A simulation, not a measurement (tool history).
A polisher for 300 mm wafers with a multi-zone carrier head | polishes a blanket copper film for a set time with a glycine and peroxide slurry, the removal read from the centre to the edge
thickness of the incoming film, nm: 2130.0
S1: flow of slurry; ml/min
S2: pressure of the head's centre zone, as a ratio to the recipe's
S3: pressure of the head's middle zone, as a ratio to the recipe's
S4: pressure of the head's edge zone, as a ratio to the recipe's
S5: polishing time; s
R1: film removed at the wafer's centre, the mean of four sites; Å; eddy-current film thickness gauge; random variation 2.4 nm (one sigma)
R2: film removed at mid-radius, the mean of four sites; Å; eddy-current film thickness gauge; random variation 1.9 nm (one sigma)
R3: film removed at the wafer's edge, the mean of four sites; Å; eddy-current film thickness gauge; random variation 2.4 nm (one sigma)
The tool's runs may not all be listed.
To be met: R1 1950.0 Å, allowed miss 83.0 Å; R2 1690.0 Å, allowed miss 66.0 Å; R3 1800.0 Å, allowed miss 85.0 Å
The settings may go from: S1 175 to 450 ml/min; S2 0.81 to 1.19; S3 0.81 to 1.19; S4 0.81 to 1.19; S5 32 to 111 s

Run 1, day 0.000: S1 290 ml/min, S2 1.00, S3 1.00, S4 1.00, S5 71 s. Result: R1 2158.2 Å, R2 2161.7 Å, R3 2152.1 Å.
Run 2, day 0.200: S1 290 ml/min, S2 1.00, S3 1.00, S4 0.95, S5 71 s. Result: R1 2168.6 Å, R2 2189.4 Å, R3 2083.8 Å.
Run 3, day 0.504: S1 290 ml/min, S2 0.95, S3 1.00, S4 0.95, S5 71 s. Result: R1 2108.9 Å, R2 2166.3 Å, R3 2080.2 Å.
Run 4, day 0.533: S1 290 ml/min, S2 0.96, S3 0.96, S4 0.94, S5 69 s. Result: R1 2017.8 Å, R2 2054.8 Å, R3 2012.6 Å.
Run 5, day 0.808: S1 290 ml/min, S2 0.96, S3 0.96, S4 0.87, S5 69 s. Result: R1 2060.7 Å, R2 2067.6 Å, R3 1979.9 Å.
Run 6, day 0.925: S1 290 ml/min, S2 0.96, S3 0.96, S4 0.93, S5 69 s. Result: R1 1996.6 Å, R2 2030.2 Å, R3 1974.1 Å.
Run 7, day 1.167: S1 290 ml/min, S2 0.99, S3 0.93, S4 0.92, S5 68 s. Result: R1 2021.1 Å, R2 1972.3 Å, R3 2024.7 Å.
Run 8, day 1.188: S1 290 ml/min, S2 1.02, S3 0.92, S4 0.90, S5 66 s. Result: R1 2045.1 Å, R2 1882.1 Å, R3 1924.8 Å.

5 next moves are on the table. One of them brings every result within its allowed miss. Which?
Run A, day 1.208: S1 305 ml/min, S2 1.17, S3 0.81, S4 0.92, S5 61 s. Result: R1 ?, R2 ?, R3 ?.
Run B, day 1.208: S1 350 ml/min, S2 1.10, S3 0.90, S4 0.96, S5 60 s. Result: R1 ?, R2 ?, R3 ?.
Run C, day 1.208: S1 245 ml/min, S2 1.09, S3 0.81, S4 0.96, S5 67 s. Result: R1 ?, R2 ?, R3 ?.
Run D, day 1.208: S1 235 ml/min, S2 0.98, S3 0.90, S4 0.92, S5 61 s. Result: R1 ?, R2 ?, R3 ?.
Run E, day 1.208: S1 175 ml/min, S2 0.89, S3 0.81, S4 0.95, S5 69 s. Result: R1 ?, R2 ?, R3 ?.

move      R1      R2      R3
   A  2114.3  1593.5  1794.5
   B  1997.3  1725.5  1806.1
   C  2153.0  1724.2  1982.3
   D  1792.3  1707.7  1768.0
   E  1832.2  1735.2  1996.9
A: takes the result that was furthest off past its target
B: meets every target
C: brings the result that was furthest off to its target, and leaves another outside
D: brings the result that was furthest off to its target, and leaves another outside
E: brings the result that was furthest off to its target, and leaves another outside
The right move is B.
